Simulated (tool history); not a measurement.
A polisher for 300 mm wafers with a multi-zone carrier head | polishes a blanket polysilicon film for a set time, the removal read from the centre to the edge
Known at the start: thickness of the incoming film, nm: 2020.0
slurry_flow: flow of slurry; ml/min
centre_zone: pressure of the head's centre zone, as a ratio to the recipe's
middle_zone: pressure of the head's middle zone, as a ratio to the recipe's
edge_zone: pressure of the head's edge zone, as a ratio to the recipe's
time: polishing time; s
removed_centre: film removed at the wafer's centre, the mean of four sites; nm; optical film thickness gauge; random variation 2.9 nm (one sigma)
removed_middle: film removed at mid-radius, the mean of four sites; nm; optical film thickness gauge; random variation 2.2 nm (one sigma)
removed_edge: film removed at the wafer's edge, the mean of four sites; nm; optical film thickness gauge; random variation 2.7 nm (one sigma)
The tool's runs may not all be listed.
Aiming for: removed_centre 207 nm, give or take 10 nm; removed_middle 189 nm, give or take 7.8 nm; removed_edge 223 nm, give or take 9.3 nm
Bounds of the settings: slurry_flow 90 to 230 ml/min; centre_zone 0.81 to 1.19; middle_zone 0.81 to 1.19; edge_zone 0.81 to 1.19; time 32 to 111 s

run 1 hour=0 | slurry_flow=150 centre_zone=1 middle_zone=1 edge_zone=1 time=71 | removed_centre=286.19 removed_middle=301.25 removed_edge=293.58
run 2 hour=2.6 | slurry_flow=150 centre_zone=1 middle_zone=1 edge_zone=1 time=84 | removed_centre=345.39 removed_middle=358.96 removed_edge=343.55
run 3 hour=3.2 | slurry_flow=160 centre_zone=1 middle_zone=1 edge_zone=1 time=84 | removed_centre=352.43 removed_middle=355.8 removed_edge=346.49
run 4 hour=6.4 | slurry_flow=160 centre_zone=1 middle_zone=1 edge_zone=1.03 time=84 | removed_centre=338.3 removed_middle=361.84 removed_edge=355.41
run 5 hour=9.2 | slurry_flow=155 centre_zone=1 middle_zone=0.94 edge_zone=1.02 time=72 | removed_centre=309.74 removed_middle=292.24 removed_edge=299.75
run 6 hour=13.2 | slurry_flow=175 centre_zone=1 middle_zone=0.94 edge_zone=1.02 time=72 | removed_centre=309.82 removed_middle=293.22 removed_edge=305.77
run 7 hour=15.3 | slurry_flow=175 centre_zone=0.96 middle_zone=0.9 edge_zone=1.03 time=63 | removed_centre=259.98 removed_middle=250.96 removed_edge=270.84
run 8 hour=17.6 | slurry_flow=175 centre_zone=0.95 middle_zone=0.87 edge_zone=1.04 time=58 | removed_centre=235.31 removed_middle=226.2 removed_edge=253.21
run 9 hour=21.3 | slurry_flow=165 centre_zone=0.95 middle_zone=0.85 edge_zone=1.04 time=55 | removed_centre=220.84 removed_middle=209 removed_edge=241.78
run 10 hour=23.1 | slurry_flow=135 centre_zone=0.96 middle_zone=0.81 edge_zone=0.97 time=52 | removed_centre=201.78 removed_middle=185.43 removed_edge=212.72

Exercise: of the 4 proposed moves below, exactly one satisfies all targets within the stated allowed misses. Which move is it?
run A hour=24.9 | slurry_flow=100 centre_zone=0.94 middle_zone=0.81 edge_zone=0.96 time=57 | removed_centre=? removed_middle=? removed_edge=?
run B hour=24.9 | slurry_flow=225 centre_zone=1.02 middle_zone=0.87 edge_zone=0.94 time=49 | removed_centre=? removed_middle=? removed_edge=?
run C hour=24.9 | slurry_flow=125 centre_zone=1.02 middle_zone=0.93 edge_zone=0.98 time=51 | removed_centre=? removed_middle=? removed_edge=?
run D hour=24.9 | slurry_flow=130 centre_zone=0.98 middle_zone=0.91 edge_zone=0.85 time=51 | removed_centre=? removed_middle=? removed_edge=?

move=A removed_centre=210.02 removed_middle=191.23 removed_edge=223.24
move=B removed_centre=218.15 removed_middle=194.88 removed_edge=205.68
move=C removed_centre=208.15 removed_middle=198.41 removed_edge=206.3
move=D removed_centre=203.21 removed_middle=196.05 removed_edge=194.01
A: meets every target
B: its largest miss is bigger than the last run's
C: its largest miss is bigger than the last run's
D: its largest miss is bigger than the last run's
A is the move that brings every result within its allowed miss.
